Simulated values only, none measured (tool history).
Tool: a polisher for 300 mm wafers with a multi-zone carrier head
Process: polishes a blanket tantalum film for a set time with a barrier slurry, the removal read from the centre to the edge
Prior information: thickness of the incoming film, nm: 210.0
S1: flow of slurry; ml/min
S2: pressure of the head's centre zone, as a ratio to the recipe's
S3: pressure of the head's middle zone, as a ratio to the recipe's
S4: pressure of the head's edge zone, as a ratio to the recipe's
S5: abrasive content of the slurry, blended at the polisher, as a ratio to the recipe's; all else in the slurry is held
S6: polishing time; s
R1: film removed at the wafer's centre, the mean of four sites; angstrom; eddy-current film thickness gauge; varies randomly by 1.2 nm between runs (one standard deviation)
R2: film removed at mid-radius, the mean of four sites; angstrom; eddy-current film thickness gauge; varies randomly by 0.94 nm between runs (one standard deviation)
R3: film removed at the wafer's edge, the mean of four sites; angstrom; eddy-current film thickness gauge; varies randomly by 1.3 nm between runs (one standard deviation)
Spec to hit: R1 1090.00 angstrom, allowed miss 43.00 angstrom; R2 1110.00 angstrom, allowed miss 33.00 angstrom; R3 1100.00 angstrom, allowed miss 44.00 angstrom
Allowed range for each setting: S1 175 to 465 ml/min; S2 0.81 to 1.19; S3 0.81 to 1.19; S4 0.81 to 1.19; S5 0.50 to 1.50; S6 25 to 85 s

{"run": 1, "hour": 0.0, "S1": 295, "S2": 1.0, "S3": 1.0, "S4": 1.0, "S5": 1.0, "S6": 55, "R1": 809.34, "R2": 823.6, "R3": 820.25}
{"run": 2, "hour": 1.5, "S1": 295, "S2": 1.0, "S3": 1.0, "S4": 1.0, "S5": 1.0, "S6": 63, "R1": 921.68, "R2": 936.46, "R3": 921.72}
{"run": 3, "hour": 5.3, "S1": 300, "S2": 1.02, "S3": 1.02, "S4": 1.04, "S5": 1.1, "S6": 63, "R1": 975.22, "R2": 987.72, "R3": 981.73}
{"run": 4, "hour": 7.2, "S1": 300, "S2": 1.02, "S3": 0.96, "S4": 1.04, "S5": 1.1, "S6": 63, "R1": 979.82, "R2": 935.48, "R3": 974.63}
{"run": 5, "hour": 10.5, "S1": 300, "S2": 1.02, "S3": 0.93, "S4": 1.04, "S5": 1.1, "S6": 63, "R1": 993.0, "R2": 902.79, "R3": 978.9}
{"run": 6, "hour": 18.4, "S1": 300, "S2": 1.02, "S3": 0.93, "S4": 1.04, "S5": 1.1, "S6": 50, "R1": 784.51, "R2": 721.12, "R3": 775.68}
{"run": 7, "hour": 25.6, "S1": 305, "S2": 1.03, "S3": 0.97, "S4": 1.07, "S5": 1.2, "S6": 53, "R1": 848.41, "R2": 829.8, "R3": 851.45}
{"run": 8, "hour": 34.5, "S1": 305, "S2": 1.03, "S3": 0.97, "S4": 1.07, "S5": 1.2, "S6": 53, "R1": 845.86, "R2": 821.75, "R3": 855.2}
{"run": 9, "hour": 40.1, "S1": 305, "S2": 1.05, "S3": 0.99, "S4": 1.09, "S5": 1.3, "S6": 55, "R1": 908.58, "R2": 879.84, "R3": 899.85}
{"run": 10, "hour": 43.6, "S1": 315, "S2": 1.05, "S3": 1.0, "S4": 1.11, "S5": 1.35, "S6": 57, "R1": 964.43, "R2": 941.53, "R3": 983.77}
{"run": 11, "hour": 52.2, "S1": 375, "S2": 1.12, "S3": 1.1, "S4": 1.17, "S5": 1.45, "S6": 57, "R1": 1044.5, "R2": 1036.3, "R3": 980.56}
{"run": 12, "hour": 58.8, "S1": 375, "S2": 1.11, "S3": 1.09, "S4": 1.18, "S5": 1.45, "S6": 58, "R1": 1035.9, "R2": 1047.8, "R3": 1027.4}

Exactly one of the 5 candidate moves below puts every result within its allowed miss. Which one?
{"run": "A", "hour": 65.4, "S1": 440, "S2": 0.94, "S3": 1.1, "S4": 1.19, "S5": 1.5, "S6": 62, "R1": "?", "R2": "?", "R3": "?"}
{"run": "B", "hour": 65.4, "S1": 345, "S2": 1.1, "S3": 1.1, "S4": 1.19, "S5": 1.3, "S6": 63, "R1": "?", "R2": "?", "R3": "?"}
{"run": "C", "hour": 65.4, "S1": 400, "S2": 0.89, "S3": 0.99, "S4": 1.19, "S5": 1.05, "S6": 69, "R1": "?", "R2": "?", "R3": "?"}
{"run": "D", "hour": 65.4, "S1": 305, "S2": 0.95, "S3": 0.96, "S4": 1.19, "S5": 1.45, "S6": 69, "R1": "?", "R2": "?", "R3": "?"}
{"run": "E", "hour": 65.4, "S1": 380, "S2": 0.93, "S3": 1.16, "S4": 1.19, "S5": 1.5, "S6": 61, "R1": "?", "R2": "?", "R3": "?"}

move=A R1=1019.40 R2=1167.10 R3=1146.00
move=B R1=1116.30 R2=1126.50 R3=1110.70
move=C R1=975.69 R2=1068.10 R3=1150.00
move=D R1=1104.90 R2=1121.30 R3=1244.80
move=E R1=985.21 R2=1191.30 R3=1118.80
A: takes the biggest miss from the last run beyond its target
B: all results in spec
C: misses by more than the last run did
D: brings the last run's worst result on target, with another outside its allowed miss
E: takes the biggest miss from the last run beyond its target
Answer: B
